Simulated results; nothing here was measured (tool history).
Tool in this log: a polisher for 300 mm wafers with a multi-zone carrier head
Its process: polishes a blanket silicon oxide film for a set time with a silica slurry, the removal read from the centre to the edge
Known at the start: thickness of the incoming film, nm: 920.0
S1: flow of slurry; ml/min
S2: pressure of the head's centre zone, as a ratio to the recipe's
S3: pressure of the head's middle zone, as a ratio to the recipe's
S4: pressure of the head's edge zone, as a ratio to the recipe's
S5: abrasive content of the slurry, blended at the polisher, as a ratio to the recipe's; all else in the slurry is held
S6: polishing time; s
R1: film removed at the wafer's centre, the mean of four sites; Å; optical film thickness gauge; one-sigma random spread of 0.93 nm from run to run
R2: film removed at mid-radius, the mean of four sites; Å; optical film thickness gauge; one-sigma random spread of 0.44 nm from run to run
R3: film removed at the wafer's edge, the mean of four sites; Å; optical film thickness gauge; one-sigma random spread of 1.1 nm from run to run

run 1 hour=0 | S1=285 S2=1 S3=1 S4=1 S5=1 S6=38 | R1=708.58 R2=713.82 R3=720.17
run 2 hour=1.7 | S1=275 S2=1 S3=0.96 S4=1.02 S5=1 S6=38 | R1=718.47 R2=686.08 R3=706.92
run 3 hour=8.5 | S1=275 S2=0.98 S3=0.92 S4=1.07 S5=1 S6=38 | R1=696.3 R2=661.04 R3=740.19
run 4 hour=12.6 | S1=275 S2=0.98 S3=0.92 S4=1.07 S5=1 S6=46 | R1=841.6 R2=797.87 R3=884.91
run 5 hour=13.9 | S1=275 S2=1.04 S3=0.92 S4=1.07 S5=1 S6=46 | R1=889.94 R2=807.43 R3=897.17
run 6 hour=18.5 | S1=275 S2=1.04 S3=0.99 S4=1.07 S5=1 S6=46 | R1=912.9 R2=847 R3=858.57
run 7 hour=27.2 | S1=265 S2=1.04 S3=0.95 S4=1.08 S5=0.9 S6=46 | R1=868.38 R2=775.21 R3=863.43

For run 8, what comes out?
run 8 hour=28.9 | S1=265 S2=1.04 S3=0.94 S4=1.06 S5=0.8 S6=45 | R1=? R2=? R3=?

{"run 8": {"R1": 818.17, "R2": 728.03, "R3": 792.8}}

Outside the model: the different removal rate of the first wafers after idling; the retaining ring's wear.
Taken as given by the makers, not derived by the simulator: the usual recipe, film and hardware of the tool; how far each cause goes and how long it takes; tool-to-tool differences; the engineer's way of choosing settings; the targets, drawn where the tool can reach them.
